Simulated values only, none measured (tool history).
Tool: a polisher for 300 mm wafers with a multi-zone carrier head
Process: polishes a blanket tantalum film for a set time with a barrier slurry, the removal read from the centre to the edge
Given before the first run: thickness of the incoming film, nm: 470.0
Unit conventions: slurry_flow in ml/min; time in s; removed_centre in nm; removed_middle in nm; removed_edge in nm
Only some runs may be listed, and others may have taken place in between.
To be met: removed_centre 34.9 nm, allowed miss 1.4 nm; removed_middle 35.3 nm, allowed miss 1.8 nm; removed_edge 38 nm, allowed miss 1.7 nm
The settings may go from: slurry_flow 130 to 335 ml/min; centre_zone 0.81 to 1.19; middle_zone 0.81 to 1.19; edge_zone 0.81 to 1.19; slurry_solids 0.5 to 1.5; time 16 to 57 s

{"run": 1, "day": 0.0, "slurry_flow": 215, "centre_zone": 1, "middle_zone": 1, "edge_zone": 1, "slurry_solids": 1, "time": 36, "removed_centre": 45.552, "removed_middle": 44.788, "removed_edge": 44.971}
{"run": 2, "day": 0.138, "slurry_flow": 215, "centre_zone": 1, "middle_zone": 0.95, "edge_zone": 1, "slurry_solids": 1, "time": 36, "removed_centre": 45.401, "removed_middle": 42.095, "removed_edge": 44.804}
{"run": 3, "day": 0.208, "slurry_flow": 215, "centre_zone": 0.93, "middle_zone": 0.95, "edge_zone": 1, "slurry_solids": 1, "time": 36, "removed_centre": 42.477, "removed_middle": 41.672, "removed_edge": 46.064}
{"run": 4, "day": 0.483, "slurry_flow": 215, "centre_zone": 0.92, "middle_zone": 0.95, "edge_zone": 0.98, "slurry_solids": 0.95, "time": 36, "removed_centre": 40.822, "removed_middle": 41.954, "removed_edge": 43.69}
{"run": 5, "day": 0.708, "slurry_flow": 215, "centre_zone": 0.92, "middle_zone": 0.95, "edge_zone": 0.92, "slurry_solids": 0.95, "time": 36, "removed_centre": 40.618, "removed_middle": 41.792, "removed_edge": 43.141}
{"run": 6, "day": 0.8, "slurry_flow": 210, "centre_zone": 0.91, "middle_zone": 0.94, "edge_zone": 0.91, "slurry_solids": 0.9, "time": 36, "removed_centre": 40.332, "removed_middle": 40.955, "removed_edge": 42.712}
{"run": 7, "day": 0.917, "slurry_flow": 210, "centre_zone": 0.9, "middle_zone": 0.93, "edge_zone": 0.91, "slurry_solids": 0.85, "time": 36, "removed_centre": 38.573, "removed_middle": 40.017, "removed_edge": 41.692}
{"run": 8, "day": 1.012, "slurry_flow": 210, "centre_zone": 0.9, "middle_zone": 0.92, "edge_zone": 0.91, "slurry_solids": 0.8, "time": 36, "removed_centre": 38.271, "removed_middle": 39.341, "removed_edge": 40.394}
{"run": 9, "day": 1.167, "slurry_flow": 210, "centre_zone": 0.89, "middle_zone": 0.91, "edge_zone": 0.91, "slurry_solids": 0.8, "time": 36, "removed_centre": 37.479, "removed_middle": 38.815, "removed_edge": 41.084}
{"run": 10, "day": 1.517, "slurry_flow": 210, "centre_zone": 0.89, "middle_zone": 0.9, "edge_zone": 0.9, "slurry_solids": 0.75, "time": 36, "removed_centre": 37.292, "removed_middle": 37.908, "removed_edge": 40.139}
{"run": 11, "day": 1.546, "slurry_flow": 210, "centre_zone": 0.89, "middle_zone": 0.89, "edge_zone": 0.9, "slurry_solids": 0.75, "time": 36, "removed_centre": 37.454, "removed_middle": 37.03, "removed_edge": 39.649}
{"run": 12, "day": 1.75, "slurry_flow": 210, "centre_zone": 0.89, "middle_zone": 0.89, "edge_zone": 0.9, "slurry_solids": 0.75, "time": 36, "removed_centre": 36.287, "removed_middle": 36.495, "removed_edge": 40.201}
{"run": 13, "day": 1.983, "slurry_flow": 210, "centre_zone": 0.89, "middle_zone": 0.89, "edge_zone": 0.89, "slurry_solids": 0.75, "time": 36, "removed_centre": 36.807, "removed_middle": 37.121, "removed_edge": 39.127}
{"run": 14, "day": 2.083, "slurry_flow": 210, "centre_zone": 0.89, "middle_zone": 0.88, "edge_zone": 0.89, "slurry_solids": 0.75, "time": 36, "removed_centre": 36.433, "removed_middle": 36.436, "removed_edge": 39.553}
{"run": 15, "day": 2.246, "slurry_flow": 210, "centre_zone": 0.89, "middle_zone": 0.88, "edge_zone": 0.88, "slurry_solids": 0.75, "time": 36, "removed_centre": 36.666, "removed_middle": 36.967, "removed_edge": 39.509}

Which one of the following 5 next-run settings gets every result inside its allowed miss? There is exactly one.
{"run": "A", "day": 2.408, "slurry_flow": 205, "centre_zone": 0.98, "middle_zone": 0.82, "edge_zone": 0.89, "slurry_solids": 0.6, "time": 38, "removed_centre": "?", "removed_middle": "?", "removed_edge": "?"}
{"run": "B", "day": 2.408, "slurry_flow": 220, "centre_zone": 1.03, "middle_zone": 1.05, "edge_zone": 0.81, "slurry_solids": 0.8, "time": 31, "removed_centre": "?", "removed_middle": "?", "removed_edge": "?"}
{"run": "C", "day": 2.408, "slurry_flow": 240, "centre_zone": 0.86, "middle_zone": 0.88, "edge_zone": 0.92, "slurry_solids": 0.75, "time": 34, "removed_centre": "?", "removed_middle": "?", "removed_edge": "?"}
{"run": "D", "day": 2.408, "slurry_flow": 205, "centre_zone": 1.05, "middle_zone": 0.85, "edge_zone": 0.86, "slurry_solids": 0.65, "time": 32, "removed_centre": "?", "removed_middle": "?", "removed_edge": "?"}
{"run": "E", "day": 2.408, "slurry_flow": 200, "centre_zone": 0.88, "middle_zone": 0.9, "edge_zone": 0.92, "slurry_solids": 0.8, "time": 38, "removed_centre": "?", "removed_middle": "?", "removed_edge": "?"}

move=A removed_centre=39.891 removed_middle=34.493 removed_edge=39.344
move=B removed_centre=37.67 removed_middle=37.958 removed_edge=33.615
move=C removed_centre=34.247 removed_middle=35.712 removed_edge=38.742
move=D removed_centre=36.887 removed_middle=30.626 removed_edge=33.403
move=E removed_centre=38.728 removed_middle=40.314 removed_edge=43.21
A: further off than the last run
B: further off than the last run
C: all results land within tolerance of their targets
D: further off than the last run
E: further off than the last run
C meets every target.

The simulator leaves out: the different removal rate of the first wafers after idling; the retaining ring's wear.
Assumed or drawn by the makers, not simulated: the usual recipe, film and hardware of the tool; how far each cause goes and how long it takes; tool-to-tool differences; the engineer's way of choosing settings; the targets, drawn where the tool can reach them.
